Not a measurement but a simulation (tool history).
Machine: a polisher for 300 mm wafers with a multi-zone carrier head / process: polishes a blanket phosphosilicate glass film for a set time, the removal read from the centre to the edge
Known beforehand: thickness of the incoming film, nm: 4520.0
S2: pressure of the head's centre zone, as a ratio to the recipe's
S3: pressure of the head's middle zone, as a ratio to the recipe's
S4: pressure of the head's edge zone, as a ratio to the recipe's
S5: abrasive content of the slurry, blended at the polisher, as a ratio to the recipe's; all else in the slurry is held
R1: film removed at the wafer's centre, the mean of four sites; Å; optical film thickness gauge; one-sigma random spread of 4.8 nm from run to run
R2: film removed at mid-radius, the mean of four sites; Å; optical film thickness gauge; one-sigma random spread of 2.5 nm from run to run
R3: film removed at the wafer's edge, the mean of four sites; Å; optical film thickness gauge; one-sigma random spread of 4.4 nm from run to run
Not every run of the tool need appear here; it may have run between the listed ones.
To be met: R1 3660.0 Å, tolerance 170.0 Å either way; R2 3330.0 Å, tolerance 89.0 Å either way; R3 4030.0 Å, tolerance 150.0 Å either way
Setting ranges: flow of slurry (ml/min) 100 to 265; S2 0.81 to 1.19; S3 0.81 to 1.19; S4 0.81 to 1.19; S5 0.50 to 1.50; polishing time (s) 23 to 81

Run 1, hour 0.0: flow of slurry (ml/min) 170, S2 1.00, S3 1.00, S4 1.00, S5 1.00, polishing time (s) 52. Result: R1 3830.1 Å, R2 3692.3 Å, R3 3799.5 Å.
Run 2, hour 4.5: flow of slurry (ml/min) 170, S2 1.00, S3 1.00, S4 0.92, S5 1.00, polishing time (s) 52. Result: R1 3757.2 Å, R2 3725.9 Å, R3 3690.5 Å.
Run 3, hour 13.2: flow of slurry (ml/min) 160, S2 0.99, S3 0.98, S4 0.95, S5 1.00, polishing time (s) 52. Result: R1 3775.7 Å, R2 3604.9 Å, R3 3608.7 Å.
Run 4, hour 20.9: flow of slurry (ml/min) 160, S2 0.95, S3 0.98, S4 0.95, S5 1.00, polishing time (s) 52. Result: R1 3606.9 Å, R2 3602.0 Å, R3 3734.9 Å.
Run 5, hour 27.2: flow of slurry (ml/min) 160, S2 0.94, S3 0.96, S4 0.97, S5 1.00, polishing time (s) 52. Result: R1 3702.5 Å, R2 3551.8 Å, R3 3712.4 Å.
Run 6, hour 28.7: flow of slurry (ml/min) 135, S2 0.94, S3 0.96, S4 0.97, S5 1.00, polishing time (s) 52. Result: R1 3506.6 Å, R2 3408.5 Å, R3 3607.4 Å.
Run 7, hour 32.9: flow of slurry (ml/min) 135, S2 0.93, S3 0.95, S4 1.00, S5 1.00, polishing time (s) 52. Result: R1 3435.9 Å, R2 3413.4 Å, R3 3706.0 Å.
Run 8, hour 41.5: flow of slurry (ml/min) 135, S2 0.93, S3 0.95, S4 1.00, S5 1.00, polishing time (s) 52. Result: R1 3530.2 Å, R2 3450.3 Å, R3 3630.7 Å.
Run 9, hour 48.9: flow of slurry (ml/min) 140, S2 0.90, S3 0.92, S4 1.03, S5 1.00, polishing time (s) 52. Result: R1 3409.0 Å, R2 3326.5 Å, R3 3750.3 Å.
Run 10, hour 56.0: flow of slurry (ml/min) 165, S2 0.94, S3 0.88, S4 1.09, S5 1.05, polishing time (s) 52. Result: R1 3659.8 Å, R2 3375.9 Å, R3 4001.5 Å.

Next run, 4 choices. One meets every target within its allowed miss, the rest don't. Which?
Run A, hour 63.1: flow of slurry (ml/min) 130, S2 0.92, S3 0.84, S4 1.06, S5 1.10, polishing time (s) 54. Result: R1 ?, R2 ?, R3 ?.
Run B, hour 63.1: flow of slurry (ml/min) 180, S2 0.84, S3 0.90, S4 1.11, S5 1.10, polishing time (s) 51. Result: R1 ?, R2 ?, R3 ?.
Run C, hour 63.1: flow of slurry (ml/min) 140, S2 0.93, S3 0.93, S4 1.09, S5 1.15, polishing time (s) 51. Result: R1 ?, R2 ?, R3 ?.
Run D, hour 63.1: flow of slurry (ml/min) 180, S2 0.89, S3 0.81, S4 1.00, S5 1.25, polishing time (s) 52. Result: R1 ?, R2 ?, R3 ?.

move      R1      R2      R3
   A  3726.9  3296.0  3990.6
   B  3620.0  3505.5  4048.9
   C  3678.0  3470.9  3932.6
   D  3992.6  3475.1  4116.4
A: hits every target within its allowed miss
B: lands further from the targets than the last run did
C: lands further from the targets than the last run did
D: lands further from the targets than the last run did
A meets every target.
